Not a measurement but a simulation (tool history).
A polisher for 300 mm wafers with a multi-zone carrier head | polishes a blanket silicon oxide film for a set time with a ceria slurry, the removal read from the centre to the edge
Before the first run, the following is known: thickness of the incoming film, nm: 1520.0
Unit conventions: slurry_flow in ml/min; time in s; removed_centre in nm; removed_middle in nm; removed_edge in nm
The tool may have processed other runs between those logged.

Run 1, hour 0.0: slurry_flow 165 ml/min, centre_zone 1.00, middle_zone 1.00, edge_zone 1.00, time 35 s. Result: removed_centre 185.11 nm, removed_middle 192.11 nm, removed_edge 189.09 nm.
Run 2, hour 6.8: slurry_flow 160 ml/min, centre_zone 1.01, middle_zone 0.98, edge_zone 1.00, time 34 s. Result: removed_centre 182.16 nm, removed_middle 184.44 nm, removed_edge 182.25 nm.
Run 3, hour 10.3: slurry_flow 155 ml/min, centre_zone 1.02, middle_zone 0.96, edge_zone 1.02, time 33 s. Result: removed_centre 175.84 nm, removed_middle 171.38 nm, removed_edge 176.62 nm.
Run 4, hour 12.1: slurry_flow 155 ml/min, centre_zone 1.06, middle_zone 0.96, edge_zone 1.02, time 33 s. Result: removed_centre 182.73 nm, removed_middle 173.91 nm, removed_edge 178.73 nm.
Run 5, hour 15.6: slurry_flow 150 ml/min, centre_zone 1.06, middle_zone 0.94, edge_zone 1.02, time 33 s. Result: removed_centre 180.29 nm, removed_middle 165.57 nm, removed_edge 176.42 nm.
Run 6, hour 22.8: slurry_flow 150 ml/min, centre_zone 1.11, middle_zone 0.94, edge_zone 1.02, time 33 s. Result: removed_centre 188.40 nm, removed_middle 166.21 nm, removed_edge 176.51 nm.
Run 7, hour 25.9: slurry_flow 145 ml/min, centre_zone 1.11, middle_zone 0.93, edge_zone 1.02, time 33 s. Result: removed_centre 189.37 nm, removed_middle 163.95 nm, removed_edge 177.41 nm.
Run 8, hour 28.1: slurry_flow 110 ml/min, centre_zone 1.07, middle_zone 0.83, edge_zone 0.99, time 28 s. Result: removed_centre 136.77 nm, removed_middle 120.09 nm, removed_edge 138.63 nm.
Run 9, hour 36.2: slurry_flow 115 ml/min, centre_zone 1.07, middle_zone 0.83, edge_zone 1.00, time 28 s. Result: removed_centre 139.96 nm, removed_middle 118.43 nm, removed_edge 143.15 nm.
Run 10, hour 39.2: slurry_flow 120 ml/min, centre_zone 1.07, middle_zone 0.83, edge_zone 1.00, time 28 s. Result: removed_centre 148.40 nm, removed_middle 119.23 nm, removed_edge 142.63 nm.

Expected results for the next run?
Run 11, hour 47.1: slurry_flow 120 ml/min, centre_zone 1.07, middle_zone 0.83, edge_zone 1.01, time 28 s. Result: removed_centre ?, removed_middle ?, removed_edge ?.

{"run 11": {"removed_centre": 144.4, "removed_middle": 120.43, "removed_edge": 144.46}}
